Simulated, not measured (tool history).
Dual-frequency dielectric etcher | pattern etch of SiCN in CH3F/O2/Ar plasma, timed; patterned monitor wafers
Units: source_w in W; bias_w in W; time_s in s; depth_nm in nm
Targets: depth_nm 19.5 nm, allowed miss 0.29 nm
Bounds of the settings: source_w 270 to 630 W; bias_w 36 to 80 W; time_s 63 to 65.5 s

| run | day | source_w | bias_w | time_s | depth_nm |
|---|---|---|---|---|---|
| 1 | 0 | 450 | 58 | 63 | 21.677 |
| 2 | 0.246 | 450 | 58 | 65.5 | 22.659 |
| 3 | 0.3 | 450 | 58 | 63 | 21.654 |
| 4 | 0.533 | 430 | 58 | 63 | 21.419 |
| 5 | 0.767 | 410 | 57 | 63 | 20.833 |
| 6 | 0.971 | 400 | 57 | 63 | 20.77 |
| 7 | 1.229 | 310 | 55 | 63 | 18.925 |
| 8 | 1.396 | 320 | 55 | 63 | 19.093 |

Which of these 5 next moves meets every target?
| A | 1.562 | 310 | 47 | 65 | ? |
| B | 1.562 | 340 | 54 | 63.5 | ? |
| C | 1.562 | 270 | 59 | 64.5 | ? |
| D | 1.562 | 310 | 54 | 63.5 | ? |
| E | 1.562 | 270 | 55 | 65 | ? |

| move | depth_nm |
|---|---|
| A | 18.641 |
| B | 19.585 |
| C | 19.088 |
| D | 19.031 |
| E | 18.794 |
A: further off than the last run
B: meets every target
C: as far off as the last run
D: further off than the last run
E: further off than the last run
Move B is the one to make.

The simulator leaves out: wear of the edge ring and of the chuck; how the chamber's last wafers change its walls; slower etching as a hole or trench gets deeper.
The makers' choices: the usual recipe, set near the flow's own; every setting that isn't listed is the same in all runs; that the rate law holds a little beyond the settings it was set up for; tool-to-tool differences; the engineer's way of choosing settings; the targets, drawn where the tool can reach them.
